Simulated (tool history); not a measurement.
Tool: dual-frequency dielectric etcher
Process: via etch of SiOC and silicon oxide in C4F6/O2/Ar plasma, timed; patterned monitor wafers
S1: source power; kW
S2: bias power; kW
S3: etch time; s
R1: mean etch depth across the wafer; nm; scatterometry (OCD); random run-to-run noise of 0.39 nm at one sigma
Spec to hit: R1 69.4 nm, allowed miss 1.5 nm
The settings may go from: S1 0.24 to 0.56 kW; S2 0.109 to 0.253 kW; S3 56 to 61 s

run,hour,S1,S2,S3,R1
1,0,0.4,0.181,61,76.125
2,2.5,0.4,0.194,61,78.243
3,6,0.4,0.222,61,81.184
4,9.9,0.43,0.222,61,84.34
5,18.1,0.38,0.217,61,78.023
6,26.3,0.36,0.215,61,76.49
7,28.1,0.34,0.213,61,74.048
8,29.7,0.33,0.212,61,72.854
9,36.6,0.32,0.211,61,72.019

Exactly one of the 4 candidate moves below puts every result within its allowed miss. Which one?
A,43.5,0.3,0.206,58.5,?
B,43.5,0.31,0.218,57,?
C,43.5,0.29,0.228,57,?
D,43.5,0.38,0.191,56,?

move,R1
A,65.717
B,66.434
C,65.066
D,69.425
A: takes the biggest miss from the last run beyond its target
B: takes the biggest miss from the last run beyond its target
C: takes the biggest miss from the last run beyond its target
D: all results in spec
Answer: D

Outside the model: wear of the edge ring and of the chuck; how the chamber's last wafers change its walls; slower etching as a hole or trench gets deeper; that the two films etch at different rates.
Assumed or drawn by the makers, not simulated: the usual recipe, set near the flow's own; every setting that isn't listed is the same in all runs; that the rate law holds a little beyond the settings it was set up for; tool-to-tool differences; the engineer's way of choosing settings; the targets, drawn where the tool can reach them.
